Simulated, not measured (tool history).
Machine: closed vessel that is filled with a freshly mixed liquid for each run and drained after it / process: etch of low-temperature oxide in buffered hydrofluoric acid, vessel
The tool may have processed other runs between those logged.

run,hour,temperature setpoint of the liquid (°C),parts of 40 % ammonium fluoride to one part of 49 % hydrofluoric acid (parts by volume),time in the liquid (s),thickness taken off the low-temperature oxide on a monitor wafer (Å)
1,0,21,11,100,3022.3
2,1.8,21,11,100,3008.9
3,7.3,21,11,110,3255.4
4,10.3,21,11,110,3266.3
5,18.5,22.5,11,110,3641.7
6,27.3,21,11,110,3323.8
7,32.7,19.5,11,110,3041.6

For run 8, what comes out?
8,39.3,18.5,11,110,?

thickness taken off the low-temperature oxide on a monitor wafer (Å): 2852.4
